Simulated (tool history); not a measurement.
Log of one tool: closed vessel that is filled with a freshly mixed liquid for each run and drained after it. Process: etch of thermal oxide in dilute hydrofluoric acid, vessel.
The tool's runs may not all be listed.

run,hour,temperature setpoint of the liquid (K),parts of water to one part of 49 % hydrofluoric acid (parts by volume),time in the liquid (s),thickness taken off the thermal oxide on a monitor wafer (nm)
1,0,295.15,190,2930,63.19
2,7,295.15,190,3140,67.906
3,8.3,294.15,195,3140,63.37
4,16.1,294.15,195,2930,58.557
5,16.6,296.15,195,2930,63.603
6,18.1,294.65,195,2930,60.875
7,26.3,293.65,200,2930,56.718
8,33.3,293.15,205,2930,53.813
9,39.5,292.65,205,2930,53.005
10,42.3,292.15,205,2930,50.867

The next listed run, before its measurement:
11,49.4,291.65,205,2930,?

{"run 11": {"thickness taken off the thermal oxide on a monitor wafer (nm)": 50.682}}
